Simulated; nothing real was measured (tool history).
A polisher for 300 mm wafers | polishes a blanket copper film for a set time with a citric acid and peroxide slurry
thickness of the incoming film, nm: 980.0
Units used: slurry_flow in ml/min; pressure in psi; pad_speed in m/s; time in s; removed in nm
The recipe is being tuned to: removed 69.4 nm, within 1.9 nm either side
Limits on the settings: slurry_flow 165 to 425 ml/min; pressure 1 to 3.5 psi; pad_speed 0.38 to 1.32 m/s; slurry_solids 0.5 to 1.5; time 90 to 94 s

run 1 hour=0 | slurry_flow=275 pressure=2.2 pad_speed=0.84 slurry_solids=1 time=90 | removed=131.59
run 2 hour=7.6 | slurry_flow=275 pressure=2.2 pad_speed=0.84 slurry_solids=1.1 time=90 | removed=133.55
run 3 hour=16.4 | slurry_flow=275 pressure=2.2 pad_speed=0.64 slurry_solids=1.1 time=90 | removed=104.07
run 4 hour=18.7 | slurry_flow=275 pressure=1.9 pad_speed=0.64 slurry_solids=1.1 time=90 | removed=90.695
run 5 hour=21.6 | slurry_flow=275 pressure=1.9 pad_speed=0.84 slurry_solids=1.1 time=90 | removed=118.13
run 6 hour=27.1 | slurry_flow=275 pressure=1.9 pad_speed=0.84 slurry_solids=1.2 time=90 | removed=119.16
run 7 hour=31.1 | slurry_flow=275 pressure=1.6 pad_speed=0.8 slurry_solids=1.2 time=90 | removed=96.782
run 8 hour=37.8 | slurry_flow=275 pressure=1.4 pad_speed=0.8 slurry_solids=1.2 time=90 | removed=86.522
run 9 hour=43.5 | slurry_flow=275 pressure=1.3 pad_speed=0.8 slurry_solids=1.2 time=90 | removed=78.884
run 10 hour=47 | slurry_flow=265 pressure=1 pad_speed=0.8 slurry_solids=1.2 time=90 | removed=62.49
run 11 hour=50.2 | slurry_flow=285 pressure=1 pad_speed=0.8 slurry_solids=1.2 time=90 | removed=62.756

Exercise: of the 4 proposed moves below, exactly one satisfies all targets within the stated allowed misses. Which move is it?
run A hour=53.4 | slurry_flow=380 pressure=1.2 pad_speed=0.7 slurry_solids=1.15 time=94 | removed=?
run B hour=53.4 | slurry_flow=330 pressure=1.2 pad_speed=0.82 slurry_solids=1.15 time=90 | removed=?
run C hour=53.4 | slurry_flow=325 pressure=1 pad_speed=0.72 slurry_solids=0.95 time=90 | removed=?
run D hour=53.4 | slurry_flow=325 pressure=1.2 pad_speed=0.78 slurry_solids=1.25 time=91 | removed=?

move=A removed=69.839
move=B removed=76.643
move=C removed=54.707
move=D removed=75.482
A: meets every target
B: carries the result that was furthest off beyond its target, to the other side
C: lands further from the targets than the last run did
D: carries the result that was furthest off beyond its target, to the other side
The move that meets every target is A.
